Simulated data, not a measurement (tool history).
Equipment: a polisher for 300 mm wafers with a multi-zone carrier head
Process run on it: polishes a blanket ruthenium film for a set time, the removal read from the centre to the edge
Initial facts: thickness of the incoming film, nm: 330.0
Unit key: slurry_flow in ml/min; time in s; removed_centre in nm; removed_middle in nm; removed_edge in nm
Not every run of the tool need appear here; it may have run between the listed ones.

run,hour,slurry_flow,centre_zone,middle_zone,edge_zone,time,removed_centre,removed_middle,removed_edge
1,0,140,1,1,1,48,66.828,66.866,65.461
2,1.3,130,1,1,1,48,66.948,66.358,65.452
3,4.1,130,1,0.91,1,48,67.39,61.108,65.592
4,8.3,145,1,0.91,1,48,67.628,62.162,66.925
5,15.3,145,0.93,0.91,1,48,63.301,62.266,66.631
6,18.1,145,0.9,0.91,1,48,61.339,63.026,67.074

What does the tool deliver on the next run?
7,25.3,145,0.9,0.91,1,48,?,?,?

Logged for run 7: removed_centre 60.786 nm, removed_middle 62.279 nm, removed_edge 67.094 nm.
